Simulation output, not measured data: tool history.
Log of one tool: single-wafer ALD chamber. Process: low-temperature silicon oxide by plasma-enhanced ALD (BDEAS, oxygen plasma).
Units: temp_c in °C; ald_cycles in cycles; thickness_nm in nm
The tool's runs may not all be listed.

run 1 day=0.000 | temp_c=110 ald_cycles=36 | thickness_nm=5.5865
run 2 day=0.308 | temp_c=119 ald_cycles=36 | thickness_nm=5.5004
run 3 day=0.483 | temp_c=120 ald_cycles=35 | thickness_nm=5.3328
run 4 day=0.617 | temp_c=120 ald_cycles=31 | thickness_nm=4.7296
run 5 day=0.950 | temp_c=119 ald_cycles=31 | thickness_nm=4.7379
run 6 day=1.033 | temp_c=119 ald_cycles=29 | thickness_nm=4.4182
run 7 day=1.392 | temp_c=118 ald_cycles=30 | thickness_nm=4.5959

Forecast run 8:
run 8 day=1.638 | temp_c=116 ald_cycles=30 | thickness_nm=?

thickness_nm: 4.6214 nm
